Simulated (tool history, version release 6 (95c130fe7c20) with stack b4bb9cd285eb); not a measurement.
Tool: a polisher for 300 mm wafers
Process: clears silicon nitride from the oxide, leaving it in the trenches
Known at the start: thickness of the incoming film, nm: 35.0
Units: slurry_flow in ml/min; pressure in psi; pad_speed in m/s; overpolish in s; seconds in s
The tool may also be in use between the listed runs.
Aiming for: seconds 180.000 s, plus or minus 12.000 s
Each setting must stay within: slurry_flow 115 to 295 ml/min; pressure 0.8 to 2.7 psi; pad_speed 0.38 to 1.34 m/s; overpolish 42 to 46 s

run	hour	slurry_flow	pressure	pad_speed	overpolish	seconds
1	0.0	190	1.7	0.86	42	94.383
2	3.0	190	1.6	0.84	42	105.040
3	9.7	190	1.6	0.84	46	98.470
4	16.0	190	1.5	0.82	46	109.600
5	16.8	190	1.4	0.80	46	124.000
6	21.8	220	1.4	0.80	46	118.930
# hour 23.1: worn pad replaced by a new one
7	23.1	220	1.3	0.80	46	117.750
8	28.3	220	1.3	0.80	46	117.310
9	35.7	215	1.2	0.78	46	129.050
10	43.5	215	1.1	0.76	46	137.110
11	46.8	210	0.8	0.64	46	233.990
12	54.6	220	0.8	0.64	46	223.520
13	61.6	245	1.1	0.66	46	157.940
14	64.5	245	1.1	0.66	46	159.950
15	72.2	245	1.1	0.66	46	159.790
16	76.2	240	1.1	0.66	46	161.890

Below are 5 possible settings for the next run. Only one of them brings all results inside the allowed miss of their targets. Which is it?
A	80.2	225	1.2	0.70	42	?
B	80.2	265	1.1	0.64	42	?
C	80.2	270	1.2	0.62	42	?
D	80.2	180	1.2	0.56	44	?
E	80.2	230	1.2	0.64	46	?

move	seconds
A	140.300
B	163.530
C	154.860
D	178.230
E	152.580
A: the biggest miss grows against the last run
B: closes in on the targets versus the last run, not all within tolerance yet
C: the biggest miss grows against the last run
D: each result inside its tolerance
E: the biggest miss grows against the last run
The move that meets every target is D.
